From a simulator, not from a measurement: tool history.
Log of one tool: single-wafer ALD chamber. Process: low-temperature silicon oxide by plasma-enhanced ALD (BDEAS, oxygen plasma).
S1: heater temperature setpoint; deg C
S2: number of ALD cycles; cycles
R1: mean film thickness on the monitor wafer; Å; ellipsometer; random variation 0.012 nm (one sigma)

run    day  S1  S2      R1
  1      0  90  32  44.273
  2  0.254  90  36  49.491
  3  0.512  90  40  55.504
  4  0.796  90  42  57.834
  5  0.967  95  42  57.073
  6  1.217  95  39  53.074

Forecast run 7:
  7  1.579  99  35   ?

R1: 47.105 Å

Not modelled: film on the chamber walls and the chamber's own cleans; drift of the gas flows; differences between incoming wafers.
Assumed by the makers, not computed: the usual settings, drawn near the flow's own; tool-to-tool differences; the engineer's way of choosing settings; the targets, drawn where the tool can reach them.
